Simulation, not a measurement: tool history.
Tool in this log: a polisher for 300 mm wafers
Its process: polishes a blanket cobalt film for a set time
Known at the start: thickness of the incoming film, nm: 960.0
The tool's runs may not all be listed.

run	hour	flow of slurry (ml/min)	pressure of the wafer on the pad (psi)	speed of the pad under the wafer (cm/s)	polishing time (s)	film removed (angstrom)
1	0.0	160	1.8	110	58	2786.10
2	7.6	155	1.6	96	58	2175.30
3	11.1	150	1.4	86	58	1731.30
4	14.3	145	1.3	80	58	1510.70
5	16.8	140	1.2	76	58	1304.20
6	22.1	140	1.2	94	58	1588.10
7	29.3	135	1.1	88	58	1363.20
8	32.3	130	1.0	84	58	1180.60
9	36.2	125	1.0	84	58	1176.30
10	37.3	120	0.8	68	58	757.32
11	44.3	135	0.8	68	58	797.10
12	45.1	140	0.8	68	58	807.29
# hour 50.0: slurry nozzle cleaned
13	50.0	145	0.8	68	58	820.02
14	53.9	175	1.0	68	58	1064.60

Run 15 comes next. What will it give?
15	56.4	165	1.0	68	58	?

Run 15 gave film removed (angstrom) 1063.70.
